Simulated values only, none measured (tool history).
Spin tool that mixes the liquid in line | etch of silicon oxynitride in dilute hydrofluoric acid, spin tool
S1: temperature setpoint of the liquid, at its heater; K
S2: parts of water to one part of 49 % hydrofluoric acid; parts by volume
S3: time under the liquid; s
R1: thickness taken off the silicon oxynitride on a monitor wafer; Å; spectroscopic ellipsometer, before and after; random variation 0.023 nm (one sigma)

run 1 hour=0 | S1=298.15 S2=60 S3=60 | R1=21.918
run 2 hour=0.6 | S1=296.65 S2=60 S3=60 | R1=20.168
run 3 hour=6.1 | S1=296.65 S2=60 S3=60 | R1=19.943
run 4 hour=14.8 | S1=296.65 S2=60 S3=40 | R1=13.556
run 5 hour=18.8 | S1=298.65 S2=60 S3=40 | R1=14.843
run 6 hour=19.9 | S1=298.65 S2=60 S3=60 | R1=22.286
run 7 hour=22.7 | S1=300.15 S2=60 S3=60 | R1=23.962
run 8 hour=26.8 | S1=301.15 S2=60 S3=60 | R1=24.999

Forecast run 9:
-- hour=29.5 hydrofluoric acid flow meter replaced
run 9 hour=29.5 | S1=302.15 S2=60 S3=60 | R1=?

{"run 9": {"R1": 23.712}}

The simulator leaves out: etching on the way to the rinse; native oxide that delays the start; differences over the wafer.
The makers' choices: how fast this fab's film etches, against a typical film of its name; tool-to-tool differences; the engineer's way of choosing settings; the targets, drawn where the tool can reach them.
